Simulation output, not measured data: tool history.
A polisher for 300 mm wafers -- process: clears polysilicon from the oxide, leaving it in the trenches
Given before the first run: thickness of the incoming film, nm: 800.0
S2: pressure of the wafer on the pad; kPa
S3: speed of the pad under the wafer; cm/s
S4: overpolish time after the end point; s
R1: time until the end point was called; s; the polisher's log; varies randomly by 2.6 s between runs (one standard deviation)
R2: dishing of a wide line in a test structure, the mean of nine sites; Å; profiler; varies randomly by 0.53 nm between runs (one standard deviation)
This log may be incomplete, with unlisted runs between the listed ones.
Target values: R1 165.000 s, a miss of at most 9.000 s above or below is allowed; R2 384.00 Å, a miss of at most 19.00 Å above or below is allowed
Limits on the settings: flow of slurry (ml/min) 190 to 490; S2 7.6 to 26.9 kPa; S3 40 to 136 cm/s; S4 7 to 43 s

run 1 hour=0.0 | flow_of_slurry_(ml/min)=315 S2=17.2 S3=88 S4=22 | R1=72.521 R2=457.17
run 2 hour=3.9 | flow_of_slurry_(ml/min)=315 S2=13.8 S3=88 S4=22 | R1=89.589 R2=458.06
run 3 hour=11.4 | flow_of_slurry_(ml/min)=315 S2=15.9 S3=88 S4=22 | R1=79.827 R2=463.13
run 4 hour=19.5 | flow_of_slurry_(ml/min)=235 S2=15.9 S3=88 S4=22 | R1=82.696 R2=446.62
run 5 hour=28.4 | flow_of_slurry_(ml/min)=225 S2=14.5 S3=82 S4=18 | R1=98.588 R2=438.74
run 6 hour=33.8 | flow_of_slurry_(ml/min)=225 S2=14.5 S3=82 S4=24 | R1=94.185 R2=441.46
run 7 hour=39.0 | flow_of_slurry_(ml/min)=215 S2=13.8 S3=74 S4=20 | R1=109.790 R2=441.90
run 8 hour=43.8 | flow_of_slurry_(ml/min)=210 S2=12.4 S3=74 S4=17 | R1=123.010 R2=422.22
run 9 hour=48.4 | flow_of_slurry_(ml/min)=205 S2=11.0 S3=76 S4=15 | R1=136.250 R2=391.90
run 10 hour=56.2 | flow_of_slurry_(ml/min)=215 S2=8.3 S3=72 S4=19 | R1=191.120 R2=381.00
run 11 hour=62.1 | flow_of_slurry_(ml/min)=210 S2=8.3 S3=72 S4=18 | R1=186.540 R2=373.85
run 12 hour=68.2 | flow_of_slurry_(ml/min)=210 S2=8.3 S3=72 S4=18 | R1=181.670 R2=371.75
run 13 hour=69.5 | flow_of_slurry_(ml/min)=210 S2=10.3 S3=72 S4=28 | R1=146.070 R2=443.93
run 14 hour=74.4 | flow_of_slurry_(ml/min)=210 S2=9.7 S3=74 S4=26 | R1=159.810 R2=435.51
run 15 hour=81.6 | flow_of_slurry_(ml/min)=210 S2=9.7 S3=76 S4=24 | R1=156.390 R2=425.92
run 16 hour=85.5 | flow_of_slurry_(ml/min)=210 S2=9.7 S3=76 S4=22 | R1=154.660 R2=415.06
run 17 hour=90.1 | flow_of_slurry_(ml/min)=210 S2=9.7 S3=76 S4=21 | R1=148.400 R2=418.47
run 18 hour=91.1 | flow_of_slurry_(ml/min)=210 S2=7.6 S3=70 S4=11 | R1=211.090 R2=275.66
run 19 hour=96.9 | flow_of_slurry_(ml/min)=205 S2=8.3 S3=70 S4=13 | R1=188.330 R2=320.21

Consider the 5 candidate settings below. Which is the only one whose results all fall within their allowed miss of target?
run A hour=102.7 | flow_of_slurry_(ml/min)=205 S2=7.6 S3=72 S4=13 | R1=? R2=?
run B hour=102.7 | flow_of_slurry_(ml/min)=190 S2=7.6 S3=76 S4=31 | R1=? R2=?
run C hour=102.7 | flow_of_slurry_(ml/min)=190 S2=7.6 S3=68 S4=28 | R1=? R2=?
run D hour=102.7 | flow_of_slurry_(ml/min)=195 S2=9.7 S3=72 S4=17 | R1=? R2=?
run E hour=102.7 | flow_of_slurry_(ml/min)=210 S2=9.7 S3=54 S4=12 | R1=? R2=?

move=A R1=204.050 R2=312.57
move=B R1=195.750 R2=432.73
move=C R1=217.890 R2=413.60
move=D R1=163.740 R2=387.95
move=E R1=213.530 R2=291.41
A: further off than the last run
B: carries the result that was furthest off beyond its target, to the other side
C: carries the result that was furthest off beyond its target, to the other side
D: each result inside its tolerance
E: further off than the last run
Go with D: it meets all targets.
